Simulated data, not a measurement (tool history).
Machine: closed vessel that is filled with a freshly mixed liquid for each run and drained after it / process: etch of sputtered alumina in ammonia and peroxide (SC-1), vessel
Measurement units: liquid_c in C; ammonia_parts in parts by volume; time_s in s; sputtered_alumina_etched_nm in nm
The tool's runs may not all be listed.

Run 1, hour 0: liquid_c 47 C, ammonia_parts 0.45 parts by volume, time_s 395 s. Result: sputtered_alumina_etched_nm 17.572 nm.
Run 2, hour 7.3: liquid_c 46 C, ammonia_parts 0.45 parts by volume, time_s 395 s. Result: sputtered_alumina_etched_nm 16.685 nm.
Run 3, hour 15.4: liquid_c 45 C, ammonia_parts 0.45 parts by volume, time_s 395 s. Result: sputtered_alumina_etched_nm 15.65 nm.
Run 4, hour 23.9: liquid_c 45 C, ammonia_parts 0.55 parts by volume, time_s 395 s. Result: sputtered_alumina_etched_nm 16.061 nm.
Run 5, hour 29.3: liquid_c 44.5 C, ammonia_parts 0.55 parts by volume, time_s 395 s. Result: sputtered_alumina_etched_nm 15.701 nm.
Run 6, hour 36.5: liquid_c 49 C, ammonia_parts 0.55 parts by volume, time_s 395 s. Result: sputtered_alumina_etched_nm 19.882 nm.
Run 7, hour 44.6: liquid_c 47.5 C, ammonia_parts 0.55 parts by volume, time_s 395 s. Result: sputtered_alumina_etched_nm 18.506 nm.

Run 8 has not been measured yet. What should we expect?
Run 8, hour 49.3: liquid_c 39.5 C, ammonia_parts 0.55 parts by volume, time_s 395 s. Result: sputtered_alumina_etched_nm ?.

sputtered_alumina_etched_nm: 11.75 nm

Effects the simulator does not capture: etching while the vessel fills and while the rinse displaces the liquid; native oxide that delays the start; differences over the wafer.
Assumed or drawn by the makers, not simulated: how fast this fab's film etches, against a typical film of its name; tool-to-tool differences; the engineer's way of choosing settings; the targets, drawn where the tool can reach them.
